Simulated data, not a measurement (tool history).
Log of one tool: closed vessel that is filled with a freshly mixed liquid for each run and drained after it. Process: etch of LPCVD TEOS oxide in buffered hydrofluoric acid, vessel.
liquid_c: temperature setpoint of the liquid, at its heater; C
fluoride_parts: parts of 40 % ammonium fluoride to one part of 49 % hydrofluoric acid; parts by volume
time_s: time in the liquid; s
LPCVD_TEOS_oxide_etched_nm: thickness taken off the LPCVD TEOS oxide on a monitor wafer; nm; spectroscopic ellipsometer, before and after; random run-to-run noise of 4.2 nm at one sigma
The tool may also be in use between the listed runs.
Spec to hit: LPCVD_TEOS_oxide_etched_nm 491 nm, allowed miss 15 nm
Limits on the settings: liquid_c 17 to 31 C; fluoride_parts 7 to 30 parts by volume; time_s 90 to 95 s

run,hour,liquid_c,fluoride_parts,time_s,LPCVD_TEOS_oxide_etched_nm
1,0,23,19,90,186.07
2,1.4,25,16,90,251.24
3,4.2,25,12,90,329.22
4,5.8,27,12,90,369.21
5,13.1,27,9.5,90,452.89
6,21.4,27,7,90,623.52
7,29.8,27,7,90,613.82
8,36.2,26,7,90,574.4
9,44.3,25,7,90,550.16
10,45.5,24.5,7,90,534.04
11,48.9,24,7,90,527.74
12,53.9,23.5,7,90,506.94

Which single option among these 4 for the next run brings every result within its allowed miss of target? Just one does.
A,58.9,29,10.5,95,?
B,58.9,25,7.5,95,?
C,58.9,23.5,7,95,?
D,58.9,24.5,7.5,95,?

move,LPCVD_TEOS_oxide_etched_nm
A,488.48
B,538.41
C,534.59
D,524.01
A: meets every target
B: lands further from the targets than the last run did
C: lands further from the targets than the last run did
D: lands further from the targets than the last run did
A meets every target.
